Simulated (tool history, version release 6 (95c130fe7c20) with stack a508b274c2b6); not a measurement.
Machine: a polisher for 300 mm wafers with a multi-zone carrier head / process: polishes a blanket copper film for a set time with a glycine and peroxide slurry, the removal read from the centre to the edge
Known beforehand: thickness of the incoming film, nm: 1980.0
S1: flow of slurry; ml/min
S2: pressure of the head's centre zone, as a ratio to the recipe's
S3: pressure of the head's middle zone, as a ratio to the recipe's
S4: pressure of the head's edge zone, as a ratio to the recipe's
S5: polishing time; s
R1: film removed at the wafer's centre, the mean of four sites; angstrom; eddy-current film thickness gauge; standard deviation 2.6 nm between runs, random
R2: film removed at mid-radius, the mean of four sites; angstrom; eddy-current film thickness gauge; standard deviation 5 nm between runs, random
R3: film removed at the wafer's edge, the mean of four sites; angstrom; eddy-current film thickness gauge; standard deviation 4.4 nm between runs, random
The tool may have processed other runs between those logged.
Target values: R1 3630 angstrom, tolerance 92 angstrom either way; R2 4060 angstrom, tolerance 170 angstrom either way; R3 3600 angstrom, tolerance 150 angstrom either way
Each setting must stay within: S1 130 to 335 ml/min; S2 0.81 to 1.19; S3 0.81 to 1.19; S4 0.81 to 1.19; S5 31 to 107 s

run  hour   S1    S2    S3    S4  S5      R1      R2      R3
  1     0  215     1     1     1  69  3151.7  3207.3  3050.3
  2   5.6  215     1  0.92     1  69  3139.1    2974  2985.1
  3  12.4  230  1.01  0.98  1.03  70  3199.2  3189.7  3168.2
  4  14.4  235  1.03  1.03  1.03  71  3374.1  3408.9  3241.5
  5  20.9  245  1.03  1.06  1.04  72  3414.7  3474.8  3295.3
  6  24.8  285  1.03  1.06  1.04  72  3463.9  3558.8  3359.2
  7  27.1  285  1.03  1.09  1.05  73  3493.4  3706.9  3426.9
  8  35.2  285  1.03  1.11  1.06  73  3489.5  3800.3  3456.7
  9  42.8  285  1.03  1.12  1.07  73    3505  3728.5  3487.7
 10  45.7  290  1.03  1.14  1.07  73  3517.7  3836.9  3473.3
 11  53.9  290  1.03  1.15  1.07  73  3523.5  3895.4  3452.9
 12    58  290  1.03  1.16  1.08  73    3539  3815.7  3435.2

Pick the move, out of 5, that brings all results within their allowed miss; only one does.
  A  62.1  305     1  1.15  1.06  77   ?   ?   ?
  B  62.1  330  1.01  0.93  1.11  75   ?   ?   ?
  C  62.1  300  0.99  1.19  1.07  72   ?   ?   ?
  D  62.1  310  0.95  1.19  1.07  80   ?   ?   ?
  E  62.1  305  1.06  1.12  1.12  68   ?   ?   ?

move      R1      R2      R3
   A  3647.2  4017.7  3601.3
   B  3611.7  3392.3  3618.3
   C    3371  3846.1  3377.7
   D  3605.2  4287.4  3761.8
   E    3415  3479.4  3270.9
A: every result within its allowed miss
B: lands further from the targets than the last run did
C: lands further from the targets than the last run did
D: the result that was furthest off in the last run now lies on the other side of its target
E: lands further from the targets than the last run did
Move A is the one to make.

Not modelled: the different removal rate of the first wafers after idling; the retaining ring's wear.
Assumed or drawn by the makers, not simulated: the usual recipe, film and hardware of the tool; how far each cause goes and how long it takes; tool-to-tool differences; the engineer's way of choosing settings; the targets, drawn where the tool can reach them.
